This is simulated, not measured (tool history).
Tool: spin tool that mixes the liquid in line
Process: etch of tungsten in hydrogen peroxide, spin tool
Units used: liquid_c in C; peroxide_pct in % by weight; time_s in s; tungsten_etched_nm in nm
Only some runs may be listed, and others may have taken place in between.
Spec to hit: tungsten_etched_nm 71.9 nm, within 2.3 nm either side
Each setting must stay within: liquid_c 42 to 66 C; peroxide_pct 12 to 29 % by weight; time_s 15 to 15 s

run 1 hour=0 | liquid_c=58 peroxide_pct=19.5 time_s=15 | tungsten_etched_nm=50.472
run 2 hour=2.9 | liquid_c=60 peroxide_pct=19.5 time_s=15 | tungsten_etched_nm=56.591
run 3 hour=11.6 | liquid_c=60 peroxide_pct=21.5 time_s=15 | tungsten_etched_nm=59.064
run 4 hour=14.4 | liquid_c=61 peroxide_pct=21.5 time_s=15 | tungsten_etched_nm=62.761
run 5 hour=21.1 | liquid_c=61 peroxide_pct=21.5 time_s=15 | tungsten_etched_nm=63.117
run 6 hour=24 | liquid_c=61.5 peroxide_pct=21.5 time_s=15 | tungsten_etched_nm=64.071
run 7 hour=30 | liquid_c=61.5 peroxide_pct=21.5 time_s=15 | tungsten_etched_nm=65.48
run 8 hour=32.5 | liquid_c=62 peroxide_pct=21.5 time_s=15 | tungsten_etched_nm=66.284
run 9 hour=37.5 | liquid_c=62.5 peroxide_pct=21.5 time_s=15 | tungsten_etched_nm=67.877

Exercise: of the 5 proposed moves below, exactly one satisfies all targets within the stated allowed misses. Which move is it?
run A hour=42.5 | liquid_c=60.5 peroxide_pct=23 time_s=15 | tungsten_etched_nm=?
run B hour=42.5 | liquid_c=63 peroxide_pct=18.5 time_s=15 | tungsten_etched_nm=?
run C hour=42.5 | liquid_c=61.5 peroxide_pct=20.5 time_s=15 | tungsten_etched_nm=?
run D hour=42.5 | liquid_c=63.5 peroxide_pct=16.5 time_s=15 | tungsten_etched_nm=?
run E hour=42.5 | liquid_c=62.5 peroxide_pct=23 time_s=15 | tungsten_etched_nm=?

move=A tungsten_etched_nm=63.886
move=B tungsten_etched_nm=66.056
move=C tungsten_etched_nm=63.862
move=D tungsten_etched_nm=64.168
move=E tungsten_etched_nm=71.599
A: its largest miss is bigger than the last run's
B: its largest miss is bigger than the last run's
C: its largest miss is bigger than the last run's
D: its largest miss is bigger than the last run's
E: each result inside its tolerance
The right move is E.

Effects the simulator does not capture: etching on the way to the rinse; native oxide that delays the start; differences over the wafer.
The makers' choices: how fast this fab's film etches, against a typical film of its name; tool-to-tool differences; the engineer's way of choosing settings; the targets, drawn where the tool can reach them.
